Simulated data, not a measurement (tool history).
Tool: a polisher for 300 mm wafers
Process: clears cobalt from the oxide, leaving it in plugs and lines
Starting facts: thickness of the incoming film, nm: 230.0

run	hour	flow of slurry (ml/min)	pressure of the wafer on the pad (kPa)	speed of the pad under the wafer (m/s)	overpolish time after the end point (s)	time until the end point was called (s)	dishing of a wide line in a test structure (Å)
1	0	315	9.7	1.18	8	52.954	303.39
2	7.4	315	11	1.18	8	46.09	323.18
3	9.6	315	11.7	1.18	9	43.638	374.27
4	13.1	315	12.4	1.18	9	42.294	397.8
5	20.4	315	12.4	1	9	48.637	329.95
6	27.1	285	12.4	1	9	49.144	350.22
7	32	285	13.1	1.04	9	46.237	370.46
8	40.3	285	13.1	1.04	9	45.608	378.67
9	41.9	295	13.8	1.08	9	42.457	390.4

What does the tool deliver on the next run?
10	50.8	295	15.2	1.36	11	?	?

time until the end point was called (s): 30.581
dishing of a wide line in a test structure (Å): 536.53
